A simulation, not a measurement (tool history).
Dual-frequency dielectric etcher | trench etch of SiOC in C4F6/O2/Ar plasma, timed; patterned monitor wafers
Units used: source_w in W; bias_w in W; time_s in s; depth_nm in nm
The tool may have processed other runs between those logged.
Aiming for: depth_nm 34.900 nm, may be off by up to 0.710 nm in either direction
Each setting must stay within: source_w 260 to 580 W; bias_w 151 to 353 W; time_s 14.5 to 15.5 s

{"run": 1, "day": 0.0, "source_w": 420, "bias_w": 252, "time_s": 14.5, "depth_nm": 31.908}
{"run": 2, "day": 0.196, "source_w": 450, "bias_w": 256, "time_s": 14.5, "depth_nm": 32.873}
{"run": 3, "day": 0.308, "source_w": 450, "bias_w": 225, "time_s": 14.5, "depth_nm": 31.535}
{"run": 4, "day": 0.525, "source_w": 480, "bias_w": 230, "time_s": 14.5, "depth_nm": 32.447}
{"run": 5, "day": 0.758, "source_w": 480, "bias_w": 230, "time_s": 14.5, "depth_nm": 32.554}
{"run": 6, "day": 0.792, "source_w": 480, "bias_w": 230, "time_s": 14.5, "depth_nm": 32.353}
{"run": 7, "day": 0.846, "source_w": 500, "bias_w": 235, "time_s": 14.5, "depth_nm": 33.095}
{"run": 8, "day": 0.904, "source_w": 520, "bias_w": 239, "time_s": 14.5, "depth_nm": 33.963}

Consider the 4 candidate settings below. Which is the only one whose results all fall within their allowed miss of target?
{"run": "A", "day": 0.962, "source_w": 520, "bias_w": 194, "time_s": 15.0, "depth_nm": "?"}
{"run": "B", "day": 0.962, "source_w": 530, "bias_w": 226, "time_s": 15.0, "depth_nm": "?"}
{"run": "C", "day": 0.962, "source_w": 480, "bias_w": 222, "time_s": 15.0, "depth_nm": "?"}
{"run": "D", "day": 0.962, "source_w": 520, "bias_w": 230, "time_s": 14.5, "depth_nm": "?"}

move=A depth_nm=32.751
move=B depth_nm=34.584
move=C depth_nm=33.168
move=D depth_nm=33.384
A: further off than the last run
B: every result lands within tolerance
C: further off than the last run
D: further off than the last run
B is the move that brings every result within its allowed miss.

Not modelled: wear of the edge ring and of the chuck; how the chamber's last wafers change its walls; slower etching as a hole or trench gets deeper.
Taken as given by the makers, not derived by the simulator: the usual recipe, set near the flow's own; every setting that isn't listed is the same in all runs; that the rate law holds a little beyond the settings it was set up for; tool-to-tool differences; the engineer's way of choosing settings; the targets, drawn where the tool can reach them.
